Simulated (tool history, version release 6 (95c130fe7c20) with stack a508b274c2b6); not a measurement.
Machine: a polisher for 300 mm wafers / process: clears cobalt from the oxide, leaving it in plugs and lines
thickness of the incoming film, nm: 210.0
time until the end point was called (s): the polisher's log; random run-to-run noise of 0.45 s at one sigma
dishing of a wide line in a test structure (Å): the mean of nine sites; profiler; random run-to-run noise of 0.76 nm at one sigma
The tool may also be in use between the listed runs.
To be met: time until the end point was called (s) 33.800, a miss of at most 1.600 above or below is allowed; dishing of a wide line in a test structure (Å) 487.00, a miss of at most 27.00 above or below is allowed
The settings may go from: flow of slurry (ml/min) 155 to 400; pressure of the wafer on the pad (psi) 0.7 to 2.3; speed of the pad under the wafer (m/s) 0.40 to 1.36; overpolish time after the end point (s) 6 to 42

run,hour,flow of slurry (ml/min),pressure of the wafer on the pad (psi),speed of the pad under the wafer (m/s),overpolish time after the end point (s),time until the end point was called (s),dishing of a wide line in a test structure (Å)
1,0.0,255,1.5,0.88,21,56.373,415.29
2,4.4,215,1.5,0.88,21,57.827,411.43
3,9.8,215,1.5,0.88,25,58.158,432.01
4,15.1,215,1.6,0.88,24,55.404,432.88
# hour 17.1: worn pad replaced by a new one
5,17.1,185,1.6,0.88,24,53.185,446.38
6,20.5,185,1.7,0.88,23,49.714,434.10
7,26.4,185,2.1,0.92,24,38.971,475.08
8,30.1,185,2.2,0.94,24,37.248,480.13

Below are 4 possible settings for the next run. Only one of them brings all results inside the allowed miss of their targets. Which is it?
A,33.8,200,2.0,0.88,29,?,?
B,33.8,155,2.3,0.92,15,?,?
C,33.8,160,2.1,1.08,24,?,?
D,33.8,210,1.8,0.90,32,?,?

move,time until the end point was called (s),dishing of a wide line in a test structure (Å)
A,42.149,506.49
B,37.020,430.97
C,34.909,504.93
D,45.480,509.33
A: further off than the last run
B: neither nearer nor further off than the last run
C: every result within its allowed miss
D: further off than the last run
Answer: C
